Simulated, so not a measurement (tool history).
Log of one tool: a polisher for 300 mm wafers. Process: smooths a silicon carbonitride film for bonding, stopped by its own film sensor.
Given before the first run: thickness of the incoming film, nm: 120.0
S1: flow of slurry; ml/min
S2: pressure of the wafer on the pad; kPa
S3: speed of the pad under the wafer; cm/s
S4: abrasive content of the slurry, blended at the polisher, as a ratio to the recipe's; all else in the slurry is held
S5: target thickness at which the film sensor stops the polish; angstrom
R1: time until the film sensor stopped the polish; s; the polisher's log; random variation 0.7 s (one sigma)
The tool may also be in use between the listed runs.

run 1 hour=0 | S1=265 S2=15.2 S3=96 S4=1 S5=880 | R1=103.39
run 2 hour=3.5 | S1=300 S2=15.2 S3=96 S4=1 S5=880 | R1=102.89
run 3 hour=12.2 | S1=300 S2=16.5 S3=96 S4=1 S5=880 | R1=95.137
run 4 hour=19.1 | S1=300 S2=16.5 S3=82 S4=1 S5=880 | R1=103.28
run 5 hour=23.2 | S1=300 S2=17.9 S3=82 S4=1 S5=880 | R1=94.565
run 6 hour=24.9 | S1=245 S2=17.9 S3=82 S4=1 S5=880 | R1=95.498
run 7 hour=29.3 | S1=245 S2=19.3 S3=82 S4=1 S5=880 | R1=88.512
run 8 hour=31.9 | S1=245 S2=20 S3=82 S4=1 S5=880 | R1=87.082
run 9 hour=32.8 | S1=245 S2=21.4 S3=82 S4=1 S5=880 | R1=82.4

What does the tool deliver on the next run?
run 10 hour=35.6 | S1=245 S2=22.1 S3=82 S4=1 S5=880 | R1=?

R1: 80.137 s

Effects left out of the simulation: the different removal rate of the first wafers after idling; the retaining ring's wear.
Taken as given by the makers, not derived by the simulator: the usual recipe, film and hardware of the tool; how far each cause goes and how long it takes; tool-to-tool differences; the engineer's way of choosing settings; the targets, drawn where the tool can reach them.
